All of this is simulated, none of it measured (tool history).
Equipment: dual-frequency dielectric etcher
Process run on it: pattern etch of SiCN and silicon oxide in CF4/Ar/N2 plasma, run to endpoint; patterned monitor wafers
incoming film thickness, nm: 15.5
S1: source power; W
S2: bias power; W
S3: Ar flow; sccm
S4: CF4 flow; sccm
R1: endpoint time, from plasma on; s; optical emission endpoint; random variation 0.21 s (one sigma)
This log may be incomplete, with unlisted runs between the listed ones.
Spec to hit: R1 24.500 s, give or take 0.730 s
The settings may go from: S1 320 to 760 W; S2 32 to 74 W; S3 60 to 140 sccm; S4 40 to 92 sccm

Run 1, hour 0.0: S1 540 W, S2 53 W, S3 100 sccm, S4 66 sccm. Result: R1 17.173 s.
Run 2, hour 4.6: S1 540 W, S2 53 W, S3 100 sccm, S4 73 sccm. Result: R1 16.629 s.
Run 3, hour 6.5: S1 540 W, S2 58 W, S3 100 sccm, S4 73 sccm. Result: R1 16.395 s.
Run 4, hour 13.0: S1 540 W, S2 63 W, S3 100 sccm, S4 73 sccm. Result: R1 15.929 s.
Run 5, hour 16.2: S1 520 W, S2 62 W, S3 101 sccm, S4 72 sccm. Result: R1 16.712 s.
Run 6, hour 20.5: S1 520 W, S2 62 W, S3 101 sccm, S4 65 sccm. Result: R1 16.949 s.
At hour 28.2: wet clean of the chamber.
Run 7, hour 28.2: S1 500 W, S2 61 W, S3 102 sccm, S4 65 sccm. Result: R1 17.262 s.
Run 8, hour 33.1: S1 480 W, S2 59 W, S3 104 sccm, S4 64 sccm. Result: R1 17.795 s.
Run 9, hour 41.1: S1 460 W, S2 57 W, S3 105 sccm, S4 62 sccm. Result: R1 19.326 s.

Exercise: of the 4 proposed moves below, exactly one satisfies all targets within the stated allowed misses. Which move is it?
Run A, hour 49.1: S1 380 W, S2 54 W, S3 129 sccm, S4 64 sccm. Result: R1 ?.
Run B, hour 49.1: S1 330 W, S2 57 W, S3 104 sccm, S4 60 sccm. Result: R1 ?.
Run C, hour 49.1: S1 530 W, S2 63 W, S3 112 sccm, S4 68 sccm. Result: R1 ?.
Run D, hour 49.1: S1 390 W, S2 49 W, S3 89 sccm, S4 53 sccm. Result: R1 ?.

move      R1
   A  24.292
   B  26.070
   C  16.140
   D  22.732
A: every result lands within tolerance
B: takes the biggest miss from the last run beyond its target
C: lands further from the targets than the last run did
D: better than the last run, though not everything is in spec
A is the move that brings every result within its allowed miss.
